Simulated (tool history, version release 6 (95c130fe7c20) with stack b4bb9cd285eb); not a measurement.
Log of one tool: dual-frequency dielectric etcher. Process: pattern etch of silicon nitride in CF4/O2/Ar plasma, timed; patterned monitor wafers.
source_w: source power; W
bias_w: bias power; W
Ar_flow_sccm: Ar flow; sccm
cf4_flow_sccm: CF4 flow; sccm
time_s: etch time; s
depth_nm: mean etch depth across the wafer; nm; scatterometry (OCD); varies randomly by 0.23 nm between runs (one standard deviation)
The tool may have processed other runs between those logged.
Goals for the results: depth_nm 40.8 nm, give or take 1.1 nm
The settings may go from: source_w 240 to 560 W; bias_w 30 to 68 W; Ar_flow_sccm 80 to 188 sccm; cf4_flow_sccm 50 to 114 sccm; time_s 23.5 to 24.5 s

run	hour	source_w	bias_w	Ar_flow_sccm	cf4_flow_sccm	time_s	depth_nm
1	0	400	49	134	82	23.5	33.223
2	6.1	400	42	134	82	23.5	31.83
3	13.6	430	43	134	82	23.5	34.462
4	17.9	450	43	134	82	23.5	36.082
5	20.2	450	43	150	82	23.5	35.332
6	28.2	450	47	150	82	23.5	36.093
7	34.7	460	47	150	82	23.5	36.775
8	35.8	470	47	150	82	23.5	38.07
9	40.1	480	47	150	82	23.5	38.462

Which one of the following 5 next-run settings gets every result inside its allowed miss? There is exactly one.
A	44.4	480	52	177	67	23.5	?
B	44.4	480	45	163	93	23.5	?
C	44.4	420	38	96	93	24.5	?
D	44.4	470	44	140	77	23.5	?
E	44.4	510	47	144	71	24	?

move	depth_nm
A	36.979
B	37.691
C	36.472
D	36.909
E	40.821
A: lands further from the targets than the last run did
B: lands further from the targets than the last run did
C: lands further from the targets than the last run did
D: lands further from the targets than the last run did
E: hits every target within its allowed miss
Move E is the one to make.
